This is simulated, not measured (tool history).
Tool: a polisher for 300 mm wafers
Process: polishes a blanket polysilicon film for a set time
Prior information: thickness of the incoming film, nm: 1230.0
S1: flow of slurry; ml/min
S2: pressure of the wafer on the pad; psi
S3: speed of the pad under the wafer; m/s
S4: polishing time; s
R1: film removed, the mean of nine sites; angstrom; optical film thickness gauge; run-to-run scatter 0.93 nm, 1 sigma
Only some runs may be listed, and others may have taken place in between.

run 1 hour=0 | S1=320 S2=1.7 S3=0.98 S4=21 | R1=963.04
run 2 hour=5 | S1=270 S2=1.7 S3=0.98 S4=21 | R1=950.68
run 3 hour=8.4 | S1=270 S2=1.6 S3=0.98 S4=21 | R1=894.11
run 4 hour=9.7 | S1=270 S2=1.6 S3=1.22 S4=21 | R1=1115.1
run 5 hour=10.7 | S1=270 S2=1.8 S3=1.22 S4=21 | R1=1252.2
run 6 hour=13 | S1=270 S2=2.1 S3=1.22 S4=21 | R1=1456.2
run 7 hour=21.4 | S1=270 S2=1.8 S3=1.2 S4=21 | R1=1215.5
run 8 hour=23 | S1=270 S2=1.6 S3=1.2 S4=21 | R1=1089.1
run 9 hour=27.7 | S1=270 S2=1.4 S3=1.2 S4=21 | R1=962.47

Run 10 has not been measured yet. What should we expect?
run 10 hour=32.9 | S1=270 S2=1.3 S3=1.2 S4=21 | R1=?

{"run 10": {"R1": 916.75}}
